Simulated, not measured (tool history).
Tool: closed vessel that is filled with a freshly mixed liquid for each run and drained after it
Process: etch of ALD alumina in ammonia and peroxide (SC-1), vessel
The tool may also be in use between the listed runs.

run  hour  temperature setpoint of the liquid (C)  parts of 29 % ammonia solution to one part of 30 % peroxide (parts by volume)  time in the liquid (s)  thickness taken off the ALD alumina on a monitor wafer (angstrom)
  1     0                                      57                                                                           0.65                     230                                                             182.59
  2   4.3                                    59.5                                                                           0.65                     230                                                             213.03
  3  12.3                                      65                                                                           0.65                     230                                                             277.62
  4  14.5                                      58                                                                           0.65                     230                                                             195.99
  5  20.4                                      58                                                                           0.75                     230                                                             199.31
  6  23.8                                      53                                                                           0.75                     230                                                             153.16
  7  29.8                                      50                                                                           0.75                     230                                                             129.35

The next listed run, before its measurement:
  8  37.7                                      48                                                                           0.75                     230                                                                  ?

Run 8 gave thickness taken off the ALD alumina on a monitor wafer (angstrom) 116.
